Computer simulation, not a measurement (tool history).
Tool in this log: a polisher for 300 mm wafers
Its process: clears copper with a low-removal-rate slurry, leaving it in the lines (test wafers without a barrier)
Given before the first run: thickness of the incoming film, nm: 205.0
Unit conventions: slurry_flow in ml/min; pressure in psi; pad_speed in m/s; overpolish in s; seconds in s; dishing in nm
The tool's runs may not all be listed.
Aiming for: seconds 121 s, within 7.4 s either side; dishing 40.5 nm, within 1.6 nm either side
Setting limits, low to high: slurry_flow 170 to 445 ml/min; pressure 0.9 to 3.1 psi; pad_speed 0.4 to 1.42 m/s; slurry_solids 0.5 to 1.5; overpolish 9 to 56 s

Run 1, hour 0: slurry_flow 285 ml/min, pressure 2 psi, pad_speed 0.9 m/s, slurry_solids 1, overpolish 29 s. Result: seconds 140.65 s, dishing 28.421 nm.
Run 2, hour 0.7: slurry_flow 285 ml/min, pressure 2.1 psi, pad_speed 0.9 m/s, slurry_solids 1, overpolish 31 s. Result: seconds 139.8 s, dishing 30.967 nm.
Run 3, hour 8: slurry_flow 285 ml/min, pressure 1.9 psi, pad_speed 0.9 m/s, slurry_solids 1, overpolish 31 s. Result: seconds 143.55 s, dishing 29.291 nm.
Run 4, hour 16.1: slurry_flow 215 ml/min, pressure 1.9 psi, pad_speed 0.9 m/s, slurry_solids 1, overpolish 31 s. Result: seconds 152.11 s, dishing 28.23 nm.
Run 5, hour 19.5: slurry_flow 170 ml/min, pressure 1.9 psi, pad_speed 0.9 m/s, slurry_solids 1, overpolish 31 s. Result: seconds 155.37 s, dishing 26.817 nm.
Run 6, hour 27.2: slurry_flow 170 ml/min, pressure 1.4 psi, pad_speed 0.9 m/s, slurry_solids 1, overpolish 31 s. Result: seconds 188.56 s, dishing 22.937 nm.
Run 7, hour 35.6: slurry_flow 175 ml/min, pressure 1.7 psi, pad_speed 0.9 m/s, slurry_solids 1, overpolish 33 s. Result: seconds 160.98 s, dishing 26.879 nm.
Run 8, hour 40.3: slurry_flow 185 ml/min, pressure 1.9 psi, pad_speed 0.9 m/s, slurry_solids 1, overpolish 35 s. Result: seconds 150.81 s, dishing 30.257 nm.
Run 9, hour 44.4: slurry_flow 200 ml/min, pressure 2 psi, pad_speed 0.9 m/s, slurry_solids 1, overpolish 36 s. Result: seconds 147.05 s, dishing 32.95 nm.
Run 10, hour 51.3: slurry_flow 215 ml/min, pressure 2.1 psi, pad_speed 0.9 m/s, slurry_solids 1, overpolish 36 s. Result: seconds 143.15 s, dishing 33.842 nm.
Run 11, hour 56.4: slurry_flow 230 ml/min, pressure 2.2 psi, pad_speed 0.9 m/s, slurry_solids 1, overpolish 36 s. Result: seconds 132.19 s, dishing 35.342 nm.
Run 12, hour 63.5: slurry_flow 240 ml/min, pressure 2.3 psi, pad_speed 0.9 m/s, slurry_solids 1, overpolish 37 s. Result: seconds 132.15 s, dishing 36.737 nm.
Run 13, hour 69.1: slurry_flow 250 ml/min, pressure 2.4 psi, pad_speed 0.9 m/s, slurry_solids 1, overpolish 37 s. Result: seconds 123.4 s, dishing 38.796 nm.

Of the 4 settings listed for the next run, only one would bring every result within its allowed miss of target. Which one?
Run A, hour 74.7: slurry_flow 245 ml/min, pressure 2.3 psi, pad_speed 0.96 m/s, slurry_solids 1, overpolish 39 s. Result: seconds ?, dishing ?.
Run B, hour 74.7: slurry_flow 205 ml/min, pressure 2.8 psi, pad_speed 0.8 m/s, slurry_solids 1.05, overpolish 36 s. Result: seconds ?, dishing ?.
Run C, hour 74.7: slurry_flow 235 ml/min, pressure 2.8 psi, pad_speed 0.8 m/s, slurry_solids 1, overpolish 35 s. Result: seconds ?, dishing ?.
Run D, hour 74.7: slurry_flow 265 ml/min, pressure 2.3 psi, pad_speed 1 m/s, slurry_solids 1.1, overpolish 33 s. Result: seconds ?, dishing ?.

move  seconds  dishing
   A   124.89   40.512
   B   129.88   37.339
   C   128.65    36.78
   D   117.32   37.324
A: every result within its allowed miss
B: misses by more than the last run did
C: misses by more than the last run did
D: misses by more than the last run did
A is the move that brings every result within its allowed miss.

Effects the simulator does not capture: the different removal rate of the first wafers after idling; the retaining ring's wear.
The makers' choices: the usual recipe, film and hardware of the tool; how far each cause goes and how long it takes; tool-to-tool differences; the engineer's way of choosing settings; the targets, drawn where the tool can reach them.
